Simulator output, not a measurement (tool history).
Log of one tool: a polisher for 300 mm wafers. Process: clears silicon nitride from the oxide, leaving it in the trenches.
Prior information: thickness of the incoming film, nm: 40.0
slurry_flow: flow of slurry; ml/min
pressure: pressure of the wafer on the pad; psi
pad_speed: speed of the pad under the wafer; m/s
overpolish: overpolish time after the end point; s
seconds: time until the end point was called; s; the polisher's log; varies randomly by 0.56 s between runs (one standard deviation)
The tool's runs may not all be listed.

run,day,slurry_flow,pressure,pad_speed,overpolish,seconds
1,0,305,1.9,0.8,47,84.816
2,0.071,305,2.1,0.82,47,75.244
3,0.258,305,2.3,0.84,47,66.754
4,0.408,305,2.4,0.86,47,61.724
5,0.733,305,2.5,0.86,47,61.409
6,0.883,305,2.6,0.88,47,56.412
7,1.142,305,2.7,0.9,47,53.427

What will run 8 give?
8,1.271,305,2.8,0.92,47,?

{"run 8": {"seconds": 50.559}}
